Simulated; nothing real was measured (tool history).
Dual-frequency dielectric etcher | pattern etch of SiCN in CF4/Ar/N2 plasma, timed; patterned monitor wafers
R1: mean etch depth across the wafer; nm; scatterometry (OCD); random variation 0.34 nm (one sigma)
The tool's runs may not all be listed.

run 1 hour=0.0 | source_power_(W)=540 bias_power_(W)=82 Ar_flow_(sccm)=130 CF4_flow_(sccm)=80 etch_time_(s)=67 | R1=69.845
run 2 hour=2.4 | source_power_(W)=510 bias_power_(W)=82 Ar_flow_(sccm)=130 CF4_flow_(sccm)=80 etch_time_(s)=67 | R1=65.206
run 3 hour=10.8 | source_power_(W)=510 bias_power_(W)=82 Ar_flow_(sccm)=130 CF4_flow_(sccm)=80 etch_time_(s)=62 | R1=60.597
run 4 hour=18.6 | source_power_(W)=510 bias_power_(W)=82 Ar_flow_(sccm)=130 CF4_flow_(sccm)=80 etch_time_(s)=62 | R1=60.329
run 5 hour=23.7 | source_power_(W)=500 bias_power_(W)=82 Ar_flow_(sccm)=130 CF4_flow_(sccm)=80 etch_time_(s)=62 | R1=59.410
run 6 hour=28.0 | source_power_(W)=500 bias_power_(W)=82 Ar_flow_(sccm)=120 CF4_flow_(sccm)=80 etch_time_(s)=62 | R1=60.309
run 7 hour=34.3 | source_power_(W)=430 bias_power_(W)=81 Ar_flow_(sccm)=120 CF4_flow_(sccm)=80 etch_time_(s)=62 | R1=50.666

Forecast run 8:
run 8 hour=37.4 | source_power_(W)=440 bias_power_(W)=81 Ar_flow_(sccm)=120 CF4_flow_(sccm)=80 etch_time_(s)=62 | R1=?

R1: 52.580 nm

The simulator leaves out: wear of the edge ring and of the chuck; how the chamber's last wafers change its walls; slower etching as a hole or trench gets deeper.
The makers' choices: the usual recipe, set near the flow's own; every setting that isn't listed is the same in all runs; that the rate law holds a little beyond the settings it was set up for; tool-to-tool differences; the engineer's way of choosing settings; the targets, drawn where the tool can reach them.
